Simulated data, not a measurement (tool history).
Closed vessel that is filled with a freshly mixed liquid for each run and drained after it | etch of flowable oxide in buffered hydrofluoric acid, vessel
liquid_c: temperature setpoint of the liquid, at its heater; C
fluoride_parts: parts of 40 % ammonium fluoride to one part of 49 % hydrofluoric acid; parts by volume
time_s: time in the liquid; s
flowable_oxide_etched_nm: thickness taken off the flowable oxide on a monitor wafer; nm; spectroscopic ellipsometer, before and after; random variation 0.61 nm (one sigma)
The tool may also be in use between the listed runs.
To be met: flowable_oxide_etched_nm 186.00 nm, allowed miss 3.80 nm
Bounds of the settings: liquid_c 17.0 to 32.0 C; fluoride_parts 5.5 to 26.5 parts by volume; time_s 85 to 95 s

Run 1, day 0.000: liquid_c 25.0 C, fluoride_parts 16.0 parts by volume, time_s 85 s. Result: flowable_oxide_etched_nm 231.84 nm.
Run 2, day 0.254: liquid_c 24.0 C, fluoride_parts 16.0 parts by volume, time_s 85 s. Result: flowable_oxide_etched_nm 219.96 nm.
Run 3, day 0.525: liquid_c 24.0 C, fluoride_parts 16.0 parts by volume, time_s 95 s. Result: flowable_oxide_etched_nm 245.91 nm.
Run 4, day 0.725: liquid_c 22.5 C, fluoride_parts 16.0 parts by volume, time_s 95 s. Result: flowable_oxide_etched_nm 226.36 nm.
Run 5, day 0.833: liquid_c 22.5 C, fluoride_parts 16.0 parts by volume, time_s 95 s. Result: flowable_oxide_etched_nm 226.12 nm.
Run 6, day 1.192: liquid_c 22.5 C, fluoride_parts 12.5 parts by volume, time_s 95 s. Result: flowable_oxide_etched_nm 288.47 nm.
Run 7, day 1.392: liquid_c 21.0 C, fluoride_parts 13.0 parts by volume, time_s 95 s. Result: flowable_oxide_etched_nm 255.15 nm.
Run 8, day 1.575: liquid_c 20.0 C, fluoride_parts 13.5 parts by volume, time_s 95 s. Result: flowable_oxide_etched_nm 234.45 nm.
Run 9, day 1.679: liquid_c 17.0 C, fluoride_parts 15.0 parts by volume, time_s 95 s. Result: flowable_oxide_etched_nm 177.72 nm.

Which of these 4 next moves meets every target?
Run A, day 1.783: liquid_c 17.0 C, fluoride_parts 13.5 parts by volume, time_s 90 s. Result: flowable_oxide_etched_nm ?.
Run B, day 1.783: liquid_c 17.0 C, fluoride_parts 15.0 parts by volume, time_s 90 s. Result: flowable_oxide_etched_nm ?.
Run C, day 1.783: liquid_c 17.5 C, fluoride_parts 14.0 parts by volume, time_s 85 s. Result: flowable_oxide_etched_nm ?.
Run D, day 1.783: liquid_c 17.5 C, fluoride_parts 14.5 parts by volume, time_s 90 s. Result: flowable_oxide_etched_nm ?.

move  flowable_oxide_etched_nm
   A                    186.77
   B                    168.39
   C                    175.13
   D                    179.14
A: meets every target
B: further off than the last run
C: further off than the last run
D: nearer than the last run, and not there yet
The right move is A.
